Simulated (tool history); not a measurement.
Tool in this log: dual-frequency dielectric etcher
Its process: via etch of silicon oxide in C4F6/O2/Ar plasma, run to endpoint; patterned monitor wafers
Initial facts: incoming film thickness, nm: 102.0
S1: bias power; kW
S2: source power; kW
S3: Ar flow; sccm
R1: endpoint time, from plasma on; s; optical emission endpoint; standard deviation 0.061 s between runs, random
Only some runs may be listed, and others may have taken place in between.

| run | hour | S1 | S2 | S3 | R1 |
|---|---|---|---|---|---|
| 1 | 0 | 0.623 | 0.44 | 369 | 20.201 |
| 2 | 5.2 | 0.714 | 0.44 | 369 | 18.999 |
| 3 | 10.6 | 0.675 | 0.44 | 369 | 19.431 |
| 4 | 14.3 | 0.675 | 0.5 | 369 | 18.28 |
| 5 | 18.6 | 0.708 | 0.51 | 368 | 17.812 |
| 6 | 21.7 | 0.735 | 0.52 | 367 | 17.263 |
| 7 | 30.1 | 0.758 | 0.52 | 367 | 17.064 |
| 8 | 32.6 | 0.777 | 0.52 | 367 | 16.798 |
| 9 | 39 | 0.793 | 0.52 | 367 | 16.652 |
| 10 | 47.4 | 0.793 | 0.52 | 367 | 16.655 |
| 11 | 50.1 | 0.806 | 0.52 | 367 | 16.579 |
| 12 | 51.1 | 0.817 | 0.52 | 367 | 16.337 |
| 13 | 54.2 | 0.826 | 0.52 | 367 | 16.392 |
| 14 | 57.4 | 0.834 | 0.52 | 367 | 16.238 |
| 15 | 64.8 | 0.84 | 0.52 | 367 | 16.14 |

For run 16, what comes out?
| 16 | 65.4 | 0.845 | 0.52 | 367 | ? |

{"run 16": {"R1": 16.122}}
